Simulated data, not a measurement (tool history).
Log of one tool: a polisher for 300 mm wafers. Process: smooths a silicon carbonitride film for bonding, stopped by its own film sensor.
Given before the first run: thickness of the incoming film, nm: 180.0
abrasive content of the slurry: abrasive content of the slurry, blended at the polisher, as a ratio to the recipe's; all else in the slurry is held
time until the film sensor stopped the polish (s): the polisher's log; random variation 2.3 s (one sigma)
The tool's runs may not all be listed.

run	hour	flow of slurry (ml/min)	pressure of the wafer on the pad (psi)	speed of the pad under the wafer (cm/s)	abrasive content of the slurry	target thickness at which the film sensor stops the polish (nm)	time until the film sensor stopped the polish (s)
1	0.0	255	2.2	90	1.0	155	93.488
2	2.6	255	2.7	90	1.0	155	77.343
3	6.2	255	2.5	86	1.0	155	86.762
4	7.8	255	2.8	86	1.0	155	78.632
5	12.6	255	2.6	82	1.0	155	87.868
6	13.3	255	2.4	80	1.0	155	94.275

Run 7 comes next. What will it give?
7	16.1	255	2.3	76	1.0	155	?

time until the film sensor stopped the polish (s): 102.130

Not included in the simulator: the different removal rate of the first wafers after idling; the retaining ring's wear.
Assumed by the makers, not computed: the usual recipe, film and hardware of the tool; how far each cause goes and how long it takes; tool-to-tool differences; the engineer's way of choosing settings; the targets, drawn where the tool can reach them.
